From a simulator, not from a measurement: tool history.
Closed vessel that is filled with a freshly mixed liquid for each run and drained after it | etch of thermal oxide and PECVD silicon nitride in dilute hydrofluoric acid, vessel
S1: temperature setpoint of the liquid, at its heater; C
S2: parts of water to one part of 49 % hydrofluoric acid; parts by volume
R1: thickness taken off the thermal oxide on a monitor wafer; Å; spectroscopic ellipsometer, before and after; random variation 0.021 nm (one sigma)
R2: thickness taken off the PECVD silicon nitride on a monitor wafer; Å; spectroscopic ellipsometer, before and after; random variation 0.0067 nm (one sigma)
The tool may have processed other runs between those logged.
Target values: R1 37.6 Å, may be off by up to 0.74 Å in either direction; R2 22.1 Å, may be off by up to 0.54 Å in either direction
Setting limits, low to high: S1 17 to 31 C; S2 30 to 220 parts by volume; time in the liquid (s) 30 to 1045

{"run": 1, "hour": 0.0, "S1": 23, "S2": 125, "time in the liquid (s)": 535, "R1": 198.47, "R2": 92.22}
{"run": 2, "hour": 6.6, "S1": 20.5, "S2": 125, "time in the liquid (s)": 535, "R1": 178.43, "R2": 77.886}
{"run": 3, "hour": 10.8, "S1": 20.5, "S2": 125, "time in the liquid (s)": 340, "R1": 113.64, "R2": 49.736}
{"run": 4, "hour": 13.9, "S1": 21.5, "S2": 140, "time in the liquid (s)": 310, "R1": 94.805, "R2": 43.123}
{"run": 5, "hour": 18.0, "S1": 21.5, "S2": 115, "time in the liquid (s)": 310, "R1": 118.94, "R2": 52.062}
{"run": 6, "hour": 25.4, "S1": 22, "S2": 130, "time in the liquid (s)": 285, "R1": 96.575, "R2": 44.298}
{"run": 7, "hour": 28.0, "S1": 22, "S2": 130, "time in the liquid (s)": 285, "R1": 95.735, "R2": 44.306}
{"run": 8, "hour": 32.5, "S1": 22.5, "S2": 145, "time in the liquid (s)": 275, "R1": 83.666, "R2": 39.559}
{"run": 9, "hour": 40.6, "S1": 23, "S2": 155, "time in the liquid (s)": 265, "R1": 76.489, "R2": 36.955}
{"run": 10, "hour": 48.1, "S1": 23.5, "S2": 165, "time in the liquid (s)": 250, "R1": 67.869, "R2": 33.817}

5 candidate next runs follow, results not yet known. Just one meets every target within its allowed miss. Identify it.
{"run": "A", "hour": 55.6, "S1": 30, "S2": 210, "time in the liquid (s)": 145, "R1": "?", "R2": "?"}
{"run": "B", "hour": 55.6, "S1": 20, "S2": 110, "time in the liquid (s)": 370, "R1": "?", "R2": "?"}
{"run": "C", "hour": 55.6, "S1": 27.5, "S2": 220, "time in the liquid (s)": 170, "R1": "?", "R2": "?"}
{"run": "D", "hour": 55.6, "S1": 28, "S2": 200, "time in the liquid (s)": 155, "R1": "?", "R2": "?"}
{"run": "E", "hour": 55.6, "S1": 29, "S2": 220, "time in the liquid (s)": 160, "R1": "?", "R2": "?"}

move=A R1=37.483 R2=23.094
move=B R1=140.77 R2=59.241
move=C R1=38.016 R2=22.222
move=D R1=39.712 R2=22.996
move=E R1=37.694 R2=22.895
A: the worst result of the last run now meets its target, but another is out of spec
B: the biggest miss grows against the last run
C: every result lands within tolerance
D: an improvement on the last run, though not all results are within tolerance
E: the worst result of the last run now meets its target, but another is out of spec
Move C is the one to make.
